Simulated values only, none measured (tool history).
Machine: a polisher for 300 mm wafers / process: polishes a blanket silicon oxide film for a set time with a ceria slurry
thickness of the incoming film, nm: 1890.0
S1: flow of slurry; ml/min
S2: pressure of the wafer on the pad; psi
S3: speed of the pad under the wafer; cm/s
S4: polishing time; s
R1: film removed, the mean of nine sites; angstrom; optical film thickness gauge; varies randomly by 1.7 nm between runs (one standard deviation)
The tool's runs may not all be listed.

run 1 hour=0.0 | S1=155 S2=4.1 S3=112 S4=41 | R1=2322.1
run 2 hour=6.0 | S1=155 S2=4.1 S3=112 S4=41 | R1=2295.5
run 3 hour=11.8 | S1=155 S2=4.1 S3=112 S4=41 | R1=2290.0
run 4 hour=19.2 | S1=155 S2=4.1 S3=102 S4=41 | R1=2190.4
run 5 hour=20.9 | S1=155 S2=4.1 S3=90 S4=41 | R1=1900.2
run 6 hour=27.9 | S1=150 S2=4.0 S3=90 S4=41 | R1=1865.9
run 7 hour=30.2 | S1=150 S2=3.9 S3=90 S4=41 | R1=1818.3

Forecast run 8:
run 8 hour=38.3 | S1=145 S2=3.8 S3=90 S4=41 | R1=?

{"run 8": {"R1": 1730.0}}
